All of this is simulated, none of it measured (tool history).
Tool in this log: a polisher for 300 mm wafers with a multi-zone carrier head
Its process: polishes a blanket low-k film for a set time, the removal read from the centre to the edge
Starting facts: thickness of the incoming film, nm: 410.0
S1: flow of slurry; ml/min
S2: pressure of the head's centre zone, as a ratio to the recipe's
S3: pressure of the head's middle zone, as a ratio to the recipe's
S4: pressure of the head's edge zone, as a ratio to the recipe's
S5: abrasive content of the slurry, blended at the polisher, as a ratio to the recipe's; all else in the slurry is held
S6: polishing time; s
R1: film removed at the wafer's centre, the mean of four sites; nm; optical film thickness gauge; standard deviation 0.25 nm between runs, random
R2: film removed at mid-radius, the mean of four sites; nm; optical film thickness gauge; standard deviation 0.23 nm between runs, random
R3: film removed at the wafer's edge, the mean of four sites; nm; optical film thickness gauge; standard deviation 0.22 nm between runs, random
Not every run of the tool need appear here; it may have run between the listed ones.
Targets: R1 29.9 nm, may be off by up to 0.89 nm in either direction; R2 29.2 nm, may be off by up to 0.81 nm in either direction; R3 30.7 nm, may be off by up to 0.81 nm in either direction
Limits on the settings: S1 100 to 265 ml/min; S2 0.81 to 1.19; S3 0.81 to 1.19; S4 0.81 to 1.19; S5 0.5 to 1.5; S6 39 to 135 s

| run | hour | S1 | S2 | S3 | S4 | S5 | S6 | R1 | R2 | R3 |
|---|---|---|---|---|---|---|---|---|---|---|
| 1 | 0 | 170 | 1 | 1 | 1 | 1 | 87 | 24.228 | 22.478 | 22.248 |
| 2 | 7.1 | 175 | 1 | 1 | 1.03 | 1.05 | 87 | 25.279 | 22.677 | 22.708 |
| 3 | 10.5 | 175 | 1.05 | 1 | 1.03 | 1.05 | 87 | 26.305 | 22.798 | 23.27 |
| 4 | 16.8 | 175 | 1.05 | 1 | 1.03 | 1.05 | 72 | 21.676 | 19.027 | 19.071 |
| 5 | 25.3 | 165 | 1.02 | 1.01 | 1.05 | 1.1 | 76 | 22.158 | 20.238 | 20.491 |
| 6 | 31 | 165 | 1.02 | 1.01 | 1.05 | 1.1 | 55 | 16.323 | 14.857 | 14.615 |
| 7 | 35.1 | 155 | 1.02 | 1.02 | 1.07 | 1.15 | 61 | 18.085 | 16.531 | 16.757 |
| 8 | 39.3 | 150 | 1.03 | 1.04 | 1.09 | 1.2 | 65 | 19.662 | 18.368 | 18.151 |
|  | 44.2 | centre zone pressure recalibrated |
| 9 | 44.2 | 150 | 1.03 | 1.04 | 1.09 | 1.2 | 65 | 17.77 | 18.217 | 18.25 |
| 10 | 50.2 | 165 | 1.06 | 1.04 | 1.1 | 1.25 | 68 | 19.634 | 19.532 | 19.807 |
| 11 | 54 | 165 | 1.07 | 1.04 | 1.09 | 1.3 | 72 | 21.597 | 21.164 | 20.631 |
| 12 | 60.1 | 170 | 1.08 | 1.03 | 1.11 | 1.35 | 75 | 22.935 | 22.054 | 22.541 |
| 13 | 64 | 220 | 1.12 | 1.1 | 1.19 | 1.5 | 87 | 29.676 | 28.898 | 28.167 |
| 14 | 68.8 | 220 | 1.11 | 1.09 | 1.19 | 1.5 | 88 | 29.498 | 28.894 | 28.653 |
| 15 | 77.5 | 220 | 1.1 | 1.08 | 1.19 | 1.5 | 89 | 29.586 | 29.041 | 28.939 |
| 16 | 80.8 | 220 | 1.09 | 1.07 | 1.19 | 1.5 | 90 | 29.416 | 29.563 | 29.29 |
| 17 | 89.4 | 220 | 1.09 | 1.06 | 1.19 | 1.5 | 91 | 30.167 | 29.375 | 29.782 |
| 18 | 91.6 | 220 | 1.09 | 1.05 | 1.19 | 1.5 | 91 | 30.448 | 29.37 | 29.589 |

Which one of the following 4 next-run settings gets every result inside its allowed miss? There is exactly one.
| A | 93.8 | 190 | 1.07 | 1.03 | 1.19 | 1.45 | 95 | ? | ? | ? |
| B | 93.8 | 215 | 1.14 | 1.08 | 1.18 | 1.5 | 88 | ? | ? | ? |
| C | 93.8 | 215 | 1.11 | 1.14 | 1.17 | 1.45 | 89 | ? | ? | ? |
| D | 93.8 | 200 | 1.11 | 1.07 | 1.19 | 1.5 | 95 | ? | ? | ? |

| move | R1 | R2 | R3 |
|---|---|---|---|
| A | 29.596 | 28.7 | 30.264 |
| B | 30.098 | 28.435 | 28.543 |
| C | 29.322 | 29.799 | 28.403 |
| D | 31.3 | 30.175 | 30.74 |
A: all results land within tolerance of their targets
B: misses by more than the last run did
C: misses by more than the last run did
D: gets the furthest-off result to its target, but another result is out of tolerance
The move that meets every target is A.
